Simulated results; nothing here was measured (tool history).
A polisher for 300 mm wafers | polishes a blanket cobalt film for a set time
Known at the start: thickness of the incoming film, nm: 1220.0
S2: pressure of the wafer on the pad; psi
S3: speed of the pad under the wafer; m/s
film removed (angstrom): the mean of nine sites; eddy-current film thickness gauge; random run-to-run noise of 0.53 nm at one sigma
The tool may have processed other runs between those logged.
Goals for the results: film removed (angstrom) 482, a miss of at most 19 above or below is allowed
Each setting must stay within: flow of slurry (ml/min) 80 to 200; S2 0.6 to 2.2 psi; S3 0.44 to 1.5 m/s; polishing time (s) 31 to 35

Run 1, hour 0: flow of slurry (ml/min) 130, S2 1.4 psi, S3 0.96 m/s, polishing time (s) 35. Result: film removed (angstrom) 937.91.
Run 2, hour 1.1: flow of slurry (ml/min) 125, S2 1.2 psi, S3 0.94 m/s, polishing time (s) 35. Result: film removed (angstrom) 809.14.
Run 3, hour 9.5: flow of slurry (ml/min) 125, S2 1.5 psi, S3 0.94 m/s, polishing time (s) 35. Result: film removed (angstrom) 997.16.
Run 4, hour 11.6: flow of slurry (ml/min) 125, S2 1.5 psi, S3 1.16 m/s, polishing time (s) 35. Result: film removed (angstrom) 1223.4.
Run 5, hour 18.3: flow of slurry (ml/min) 125, S2 1.3 psi, S3 1.08 m/s, polishing time (s) 35. Result: film removed (angstrom) 1000.9.
Run 6, hour 25.4: flow of slurry (ml/min) 125, S2 1.3 psi, S3 0.84 m/s, polishing time (s) 35. Result: film removed (angstrom) 772.53.
Run 7, hour 28: flow of slurry (ml/min) 125, S2 1.3 psi, S3 0.84 m/s, polishing time (s) 35. Result: film removed (angstrom) 773.
Run 8, hour 29.9: flow of slurry (ml/min) 125, S2 1.1 psi, S3 0.84 m/s, polishing time (s) 35. Result: film removed (angstrom) 671.64.
Run 9, hour 37.6: flow of slurry (ml/min) 125, S2 1 psi, S3 0.84 m/s, polishing time (s) 35. Result: film removed (angstrom) 624.75.
Run 10, hour 39.1: flow of slurry (ml/min) 125, S2 0.9 psi, S3 0.84 m/s, polishing time (s) 35. Result: film removed (angstrom) 585.59.
Run 11, hour 45.5: flow of slurry (ml/min) 125, S2 0.8 psi, S3 0.84 m/s, polishing time (s) 35. Result: film removed (angstrom) 513.74.

Pick the move, out of 5, that brings all results within their allowed miss; only one does.
Run A, hour 51.9: flow of slurry (ml/min) 115, S2 0.9 psi, S3 0.88 m/s, polishing time (s) 35. Result: film removed (angstrom) ?.
Run B, hour 51.9: flow of slurry (ml/min) 120, S2 0.8 psi, S3 0.86 m/s, polishing time (s) 35. Result: film removed (angstrom) ?.
Run C, hour 51.9: flow of slurry (ml/min) 95, S2 0.8 psi, S3 0.86 m/s, polishing time (s) 34. Result: film removed (angstrom) ?.
Run D, hour 51.9: flow of slurry (ml/min) 105, S2 0.9 psi, S3 0.9 m/s, polishing time (s) 33. Result: film removed (angstrom) ?.
Run E, hour 51.9: flow of slurry (ml/min) 125, S2 0.8 psi, S3 0.88 m/s, polishing time (s) 34. Result: film removed (angstrom) ?.

move  film removed (angstrom)
   A                   584.68
   B                   525.95
   C                   479.37
   D                   550.05
   E                   527.41
A: its largest miss is bigger than the last run's
B: its largest miss is bigger than the last run's
C: meets every target
D: its largest miss is bigger than the last run's
E: its largest miss is bigger than the last run's
So the answer is move C, the one that meets all the targets.

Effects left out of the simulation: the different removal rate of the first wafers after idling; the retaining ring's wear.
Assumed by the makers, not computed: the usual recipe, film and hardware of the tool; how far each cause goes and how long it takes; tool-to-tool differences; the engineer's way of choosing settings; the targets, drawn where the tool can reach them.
